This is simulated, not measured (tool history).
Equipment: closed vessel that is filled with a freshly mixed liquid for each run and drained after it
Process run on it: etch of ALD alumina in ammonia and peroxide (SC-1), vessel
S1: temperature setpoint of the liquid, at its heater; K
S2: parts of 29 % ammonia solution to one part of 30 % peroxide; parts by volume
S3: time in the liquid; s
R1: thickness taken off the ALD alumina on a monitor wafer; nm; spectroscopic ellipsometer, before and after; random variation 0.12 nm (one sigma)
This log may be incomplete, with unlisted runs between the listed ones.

{"run": 1, "hour": 0.0, "S1": 323.15, "S2": 0.65, "S3": 210, "R1": 11.176}
{"run": 2, "hour": 1.5, "S1": 323.15, "S2": 0.65, "S3": 165, "R1": 8.7741}
{"run": 3, "hour": 8.5, "S1": 325.65, "S2": 0.65, "S3": 165, "R1": 9.997}
{"run": 4, "hour": 10.7, "S1": 325.65, "S2": 0.45, "S3": 165, "R1": 9.7764}
{"run": 5, "hour": 18.9, "S1": 328.15, "S2": 0.45, "S3": 165, "R1": 11.176}
{"run": 6, "hour": 23.2, "S1": 328.15, "S2": 0.25, "S3": 165, "R1": 10.536}
{"hour": 28.9, "done": "new drum of ammonia solution connected"}
{"run": 7, "hour": 28.9, "S1": 330.15, "S2": 0.25, "S3": 165, "R1": 11.879}
{"run": 8, "hour": 37.3, "S1": 331.15, "S2": 0.25, "S3": 165, "R1": 12.27}
{"run": 9, "hour": 46.6, "S1": 332.15, "S2": 0.25, "S3": 165, "R1": 12.904}
{"run": 10, "hour": 52.6, "S1": 332.65, "S2": 0.25, "S3": 165, "R1": 13.454}

Expected results for the next run?
{"run": 11, "hour": 57.6, "S1": 333.15, "S2": 0.25, "S3": 165, "R1": "?"}

{"run 11": {"R1": 13.685}}
